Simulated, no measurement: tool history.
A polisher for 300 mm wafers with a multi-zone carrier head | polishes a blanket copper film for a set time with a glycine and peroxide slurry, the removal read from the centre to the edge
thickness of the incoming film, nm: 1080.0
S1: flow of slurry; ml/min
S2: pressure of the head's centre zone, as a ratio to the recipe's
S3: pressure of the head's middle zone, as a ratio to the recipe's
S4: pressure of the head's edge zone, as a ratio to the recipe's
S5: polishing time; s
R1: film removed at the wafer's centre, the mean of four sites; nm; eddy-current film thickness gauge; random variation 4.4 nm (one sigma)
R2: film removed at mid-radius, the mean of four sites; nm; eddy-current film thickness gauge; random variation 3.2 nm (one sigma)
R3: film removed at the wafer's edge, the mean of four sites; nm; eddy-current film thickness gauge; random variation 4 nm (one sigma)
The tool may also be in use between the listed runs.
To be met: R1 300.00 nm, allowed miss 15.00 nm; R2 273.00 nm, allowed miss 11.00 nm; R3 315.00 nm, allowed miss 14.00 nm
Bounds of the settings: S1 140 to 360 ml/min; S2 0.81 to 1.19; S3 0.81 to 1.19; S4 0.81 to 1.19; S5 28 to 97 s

| run | hour | S1 | S2 | S3 | S4 | S5 | R1 | R2 | R3 |
|---|---|---|---|---|---|---|---|---|---|
| 1 | 0.0 | 230 | 1.00 | 1.00 | 1.00 | 62 | 339.84 | 339.27 | 352.01 |
| 2 | 7.9 | 265 | 1.00 | 1.00 | 1.00 | 62 | 348.60 | 347.37 | 350.26 |
| 3 | 14.1 | 260 | 0.99 | 0.95 | 0.99 | 60 | 329.65 | 322.46 | 340.59 |
| 4 | 19.9 | 255 | 0.99 | 0.92 | 0.98 | 59 | 327.06 | 303.52 | 329.05 |
| 5 | 23.9 | 300 | 0.99 | 0.92 | 0.98 | 59 | 332.40 | 310.33 | 330.80 |
| 6 | 30.6 | 340 | 0.99 | 0.92 | 0.98 | 59 | 334.07 | 307.78 | 330.00 |
| 7 | 34.4 | 340 | 0.97 | 0.90 | 0.98 | 58 | 316.04 | 300.22 | 328.35 |
| 8 | 39.8 | 340 | 0.97 | 0.88 | 0.98 | 57 | 322.31 | 294.19 | 319.67 |

Which of these 5 next moves meets every target?
| A | 45.2 | 325 | 0.96 | 0.87 | 1.01 | 55 | ? | ? | ? |
| B | 45.2 | 345 | 0.84 | 0.82 | 1.08 | 53 | ? | ? | ? |
| C | 45.2 | 360 | 1.13 | 0.90 | 0.90 | 58 | ? | ? | ? |
| D | 45.2 | 280 | 0.87 | 0.92 | 0.97 | 53 | ? | ? | ? |
| E | 45.2 | 250 | 1.09 | 0.87 | 0.98 | 50 | ? | ? | ? |

| move | R1 | R2 | R3 |
|---|---|---|---|
| A | 306.77 | 278.16 | 313.30 |
| B | 266.99 | 256.82 | 313.57 |
| C | 373.99 | 304.24 | 314.97 |
| D | 268.56 | 276.64 | 292.47 |
| E | 300.00 | 245.61 | 274.64 |
A: meets every target
B: takes the result that was furthest off past its target
C: further off than the last run
D: brings the result that was furthest off to its target, and leaves another outside
E: takes the result that was furthest off past its target
The right move is A.

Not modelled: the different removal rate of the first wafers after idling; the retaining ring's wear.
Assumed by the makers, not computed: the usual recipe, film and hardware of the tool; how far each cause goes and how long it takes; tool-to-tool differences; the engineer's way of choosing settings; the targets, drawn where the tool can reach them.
